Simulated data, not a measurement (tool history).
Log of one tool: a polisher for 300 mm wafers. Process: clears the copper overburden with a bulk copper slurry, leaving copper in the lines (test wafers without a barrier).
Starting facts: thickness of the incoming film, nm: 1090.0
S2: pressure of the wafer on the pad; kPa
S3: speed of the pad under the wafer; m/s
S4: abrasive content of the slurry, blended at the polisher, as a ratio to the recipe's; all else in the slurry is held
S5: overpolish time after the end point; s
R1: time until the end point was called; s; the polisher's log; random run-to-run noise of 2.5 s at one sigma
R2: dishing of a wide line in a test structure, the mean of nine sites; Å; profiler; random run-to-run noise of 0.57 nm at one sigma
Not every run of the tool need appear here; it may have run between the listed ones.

run 1 hour=0 | flow_of_slurry_(ml/min)=125 S2=17.9 S3=1.08 S4=1 S5=25 | R1=99.783 R2=522.79
run 2 hour=3.4 | flow_of_slurry_(ml/min)=125 S2=17.9 S3=1.18 S4=1 S5=25 | R1=91.412 R2=522.27
run 3 hour=5.7 | flow_of_slurry_(ml/min)=120 S2=15.9 S3=1.16 S4=1 S5=22 | R1=106.55 R2=497.26
run 4 hour=11.6 | flow_of_slurry_(ml/min)=120 S2=15.9 S3=0.96 S4=1 S5=22 | R1=129.48 R2=473.37
run 5 hour=20 | flow_of_slurry_(ml/min)=120 S2=18.6 S3=0.96 S4=1 S5=22 | R1=110.36 R2=495.38
run 6 hour=28.3 | flow_of_slurry_(ml/min)=120 S2=18.6 S3=0.96 S4=1 S5=31 | R1=108.77 R2=520.27
run 7 hour=35.1 | flow_of_slurry_(ml/min)=115 S2=17.2 S3=0.96 S4=1 S5=27 | R1=115.75 R2=506.04
run 8 hour=40.3 | flow_of_slurry_(ml/min)=115 S2=15.9 S3=0.96 S4=1 S5=24 | R1=131.88 R2=487.84
run 9 hour=46.4 | flow_of_slurry_(ml/min)=120 S2=15.2 S3=0.96 S4=1 S5=21 | R1=134.43 R2=476.23

Run 10, settings as shown, results not yet in. Your forecast:
run 10 hour=51.9 | flow_of_slurry_(ml/min)=115 S2=14.5 S3=0.96 S4=1 S5=18 | R1=? R2=?

Run 10 came out at R1 143.2 s, R2 437.68 Å.
